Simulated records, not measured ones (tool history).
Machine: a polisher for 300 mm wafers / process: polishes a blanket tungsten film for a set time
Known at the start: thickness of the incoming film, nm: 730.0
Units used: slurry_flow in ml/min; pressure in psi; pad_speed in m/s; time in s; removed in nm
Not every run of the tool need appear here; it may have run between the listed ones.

run,hour,slurry_flow,pressure,pad_speed,slurry_solids,time,removed
1,0.0,210,3.9,1.22,1.0,58,314.60
2,2.7,215,4.5,1.22,1.0,58,359.14
3,6.3,215,5.0,1.26,1.0,58,414.97
4,8.4,215,5.0,1.26,1.0,61,430.61
5,14.0,215,5.0,1.26,0.9,61,415.05
6,21.3,215,5.3,1.30,0.9,61,459.65
7,26.7,215,5.5,1.32,0.9,61,483.23
8,28.9,220,5.7,1.34,0.9,61,502.47
9,34.4,220,5.8,1.36,0.9,61,520.89

Run 10 has not been measured yet. What should we expect?
10,43.3,220,5.9,1.38,0.9,61,?

removed: 538.17 nm

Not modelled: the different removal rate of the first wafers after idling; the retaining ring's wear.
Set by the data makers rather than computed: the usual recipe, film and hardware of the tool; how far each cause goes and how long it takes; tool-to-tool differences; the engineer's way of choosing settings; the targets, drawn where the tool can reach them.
